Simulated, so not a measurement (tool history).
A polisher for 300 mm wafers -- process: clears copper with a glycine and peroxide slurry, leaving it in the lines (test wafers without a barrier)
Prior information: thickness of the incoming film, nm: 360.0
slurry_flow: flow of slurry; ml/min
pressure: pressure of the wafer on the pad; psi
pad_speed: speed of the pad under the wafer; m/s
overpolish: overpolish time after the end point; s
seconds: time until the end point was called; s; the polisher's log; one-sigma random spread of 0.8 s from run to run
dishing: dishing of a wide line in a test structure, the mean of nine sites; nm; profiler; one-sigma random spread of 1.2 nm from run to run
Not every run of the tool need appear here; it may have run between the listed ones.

| run | day | slurry_flow | pressure | pad_speed | overpolish | seconds | dishing |
|---|---|---|---|---|---|---|---|
| 1 | 0 | 255 | 1.9 | 1.04 | 18 | 105.36 | 43.972 |
| 2 | 0.196 | 255 | 1.5 | 1.04 | 18 | 121.68 | 36.554 |
| 3 | 0.562 | 295 | 1.5 | 1.04 | 18 | 121.11 | 37.578 |
| 4 | 0.846 | 275 | 1.5 | 1.04 | 18 | 121.64 | 36.715 |
| 5 | 1.025 | 275 | 1.5 | 1.04 | 25 | 121.67 | 49.936 |
| 6 | 1.075 | 275 | 1.5 | 1.16 | 25 | 112.92 | 54.376 |
| 7 | 1.104 | 285 | 2 | 1.18 | 27 | 89.631 | 67.791 |

Expected results for the next run?
| 8 | 1.329 | 280 | 2 | 1.18 | 28 | ? | ? |

seconds: 89.243 s
dishing: 66.38 nm

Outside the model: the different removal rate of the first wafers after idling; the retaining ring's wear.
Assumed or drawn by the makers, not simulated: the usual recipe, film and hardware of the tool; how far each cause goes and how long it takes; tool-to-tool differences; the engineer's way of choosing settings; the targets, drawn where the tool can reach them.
